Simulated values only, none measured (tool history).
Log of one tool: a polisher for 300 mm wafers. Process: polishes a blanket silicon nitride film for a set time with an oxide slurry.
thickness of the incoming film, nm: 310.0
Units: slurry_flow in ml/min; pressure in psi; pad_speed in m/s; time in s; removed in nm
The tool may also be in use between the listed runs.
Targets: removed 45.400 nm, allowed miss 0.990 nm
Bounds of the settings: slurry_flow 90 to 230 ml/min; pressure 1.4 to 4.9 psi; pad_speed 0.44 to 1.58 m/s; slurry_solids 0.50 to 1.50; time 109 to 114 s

Run 1, hour 0.0: slurry_flow 150 ml/min, pressure 3.1 psi, pad_speed 1.00 m/s, slurry_solids 1.00, time 109 s. Result: removed 59.898 nm.
Run 2, hour 3.6: slurry_flow 120 ml/min, pressure 3.1 psi, pad_speed 1.00 m/s, slurry_solids 1.00, time 109 s. Result: removed 57.232 nm.
Run 3, hour 8.8: slurry_flow 120 ml/min, pressure 3.5 psi, pad_speed 1.00 m/s, slurry_solids 1.00, time 109 s. Result: removed 62.621 nm.
Run 4, hour 17.0: slurry_flow 135 ml/min, pressure 3.5 psi, pad_speed 1.00 m/s, slurry_solids 1.00, time 109 s. Result: removed 64.884 nm.
Run 5, hour 23.6: slurry_flow 135 ml/min, pressure 3.5 psi, pad_speed 1.16 m/s, slurry_solids 1.00, time 109 s. Result: removed 71.672 nm.
Run 6, hour 28.9: slurry_flow 130 ml/min, pressure 3.2 psi, pad_speed 1.16 m/s, slurry_solids 1.00, time 109 s. Result: removed 66.598 nm.
Run 7, hour 31.8: slurry_flow 125 ml/min, pressure 2.9 psi, pad_speed 1.16 m/s, slurry_solids 1.00, time 109 s. Result: removed 60.512 nm.
Run 8, hour 38.1: slurry_flow 120 ml/min, pressure 2.7 psi, pad_speed 1.16 m/s, slurry_solids 1.00, time 109 s. Result: removed 56.670 nm.
Run 9, hour 41.0: slurry_flow 115 ml/min, pressure 2.6 psi, pad_speed 1.16 m/s, slurry_solids 1.00, time 109 s. Result: removed 55.391 nm.
Run 10, hour 46.9: slurry_flow 110 ml/min, pressure 2.5 psi, pad_speed 1.16 m/s, slurry_solids 1.00, time 109 s. Result: removed 53.083 nm.
Run 11, hour 49.0: slurry_flow 105 ml/min, pressure 2.4 psi, pad_speed 1.16 m/s, slurry_solids 1.00, time 109 s. Result: removed 51.506 nm.
Run 12, hour 52.9: slurry_flow 105 ml/min, pressure 2.3 psi, pad_speed 1.16 m/s, slurry_solids 1.00, time 109 s. Result: removed 50.210 nm.
Run 13, hour 57.3: slurry_flow 105 ml/min, pressure 2.2 psi, pad_speed 1.16 m/s, slurry_solids 1.00, time 109 s. Result: removed 48.167 nm.

Which of these 5 next moves meets every target?
Run A, hour 61.7: slurry_flow 90 ml/min, pressure 2.2 psi, pad_speed 1.44 m/s, slurry_solids 1.00, time 109 s. Result: removed ?.
Run B, hour 61.7: slurry_flow 100 ml/min, pressure 2.4 psi, pad_speed 1.16 m/s, slurry_solids 1.00, time 112 s. Result: removed ?.
Run C, hour 61.7: slurry_flow 95 ml/min, pressure 2.1 psi, pad_speed 1.30 m/s, slurry_solids 1.00, time 114 s. Result: removed ?.
Run D, hour 61.7: slurry_flow 115 ml/min, pressure 2.0 psi, pad_speed 1.18 m/s, slurry_solids 1.15, time 114 s. Result: removed ?.
Run E, hour 61.7: slurry_flow 95 ml/min, pressure 1.6 psi, pad_speed 1.36 m/s, slurry_solids 1.05, time 114 s. Result: removed ?.

move  removed
   A   54.175
   B   51.893
   C   51.514
   D   50.601
   E   45.080
A: further off than the last run
B: further off than the last run
C: further off than the last run
D: further off than the last run
E: meets every target
Move E is the one to make.
